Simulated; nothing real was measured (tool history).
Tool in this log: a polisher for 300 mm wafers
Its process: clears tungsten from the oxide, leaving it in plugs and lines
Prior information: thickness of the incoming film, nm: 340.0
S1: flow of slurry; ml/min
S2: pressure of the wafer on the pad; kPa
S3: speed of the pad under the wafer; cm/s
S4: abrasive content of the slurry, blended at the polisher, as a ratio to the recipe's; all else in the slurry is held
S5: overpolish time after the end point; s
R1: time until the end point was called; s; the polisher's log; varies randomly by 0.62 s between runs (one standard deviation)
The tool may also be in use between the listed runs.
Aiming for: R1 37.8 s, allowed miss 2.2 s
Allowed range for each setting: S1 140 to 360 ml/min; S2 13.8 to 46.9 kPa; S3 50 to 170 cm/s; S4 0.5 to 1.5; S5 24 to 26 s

Run 1, hour 0: S1 230 ml/min, S2 30.3 kPa, S3 110 cm/s, S4 1, S5 24 s. Result: R1 53.65 s.
Run 2, hour 3.7: S1 195 ml/min, S2 30.3 kPa, S3 110 cm/s, S4 1, S5 24 s. Result: R1 55.338 s.
Run 3, hour 5.3: S1 195 ml/min, S2 31.7 kPa, S3 110 cm/s, S4 1, S5 24 s. Result: R1 54.595 s.
Run 4, hour 7.9: S1 200 ml/min, S2 33.1 kPa, S3 110 cm/s, S4 1, S5 24 s. Result: R1 50.05 s.
Run 5, hour 11.8: S1 165 ml/min, S2 33.1 kPa, S3 110 cm/s, S4 1, S5 24 s. Result: R1 52.493 s.
Run 6, hour 14.1: S1 170 ml/min, S2 34.5 kPa, S3 110 cm/s, S4 1, S5 24 s. Result: R1 49.369 s.
Run 7, hour 17.8: S1 170 ml/min, S2 35.2 kPa, S3 110 cm/s, S4 1, S5 24 s. Result: R1 49.155 s.
Run 8, hour 24.3: S1 170 ml/min, S2 35.9 kPa, S3 110 cm/s, S4 1, S5 24 s. Result: R1 47.818 s.
Run 9, hour 30.4: S1 170 ml/min, S2 36.5 kPa, S3 110 cm/s, S4 1, S5 24 s. Result: R1 48.296 s.
Run 10, hour 35.3: S1 170 ml/min, S2 37.9 kPa, S3 110 cm/s, S4 1, S5 24 s. Result: R1 45.654 s.
Run 11, hour 43.7: S1 170 ml/min, S2 38.6 kPa, S3 110 cm/s, S4 1, S5 24 s. Result: R1 45.659 s.

Which single option among these 5 for the next run brings every result within its allowed miss of target? Just one does.
Run A, hour 52.1: S1 210 ml/min, S2 42.1 kPa, S3 136 cm/s, S4 0.95, S5 26 s. Result: R1 ?.
Run B, hour 52.1: S1 165 ml/min, S2 43.4 kPa, S3 130 cm/s, S4 1.15, S5 26 s. Result: R1 ?.
Run C, hour 52.1: S1 160 ml/min, S2 41.4 kPa, S3 122 cm/s, S4 1.05, S5 24 s. Result: R1 ?.
Run D, hour 52.1: S1 145 ml/min, S2 42.7 kPa, S3 144 cm/s, S4 1, S5 24 s. Result: R1 ?.
Run E, hour 52.1: S1 145 ml/min, S2 39.3 kPa, S3 148 cm/s, S4 1.2, S5 26 s. Result: R1 ?.

move      R1
   A  33.763
   B  34.184
   C  39.106
   D  33.218
   E  33.798
A: the result that was furthest off in the last run now lies on the other side of its target
B: the result that was furthest off in the last run now lies on the other side of its target
C: meets every target
D: the result that was furthest off in the last run now lies on the other side of its target
E: the result that was furthest off in the last run now lies on the other side of its target
The move that meets every target is C.

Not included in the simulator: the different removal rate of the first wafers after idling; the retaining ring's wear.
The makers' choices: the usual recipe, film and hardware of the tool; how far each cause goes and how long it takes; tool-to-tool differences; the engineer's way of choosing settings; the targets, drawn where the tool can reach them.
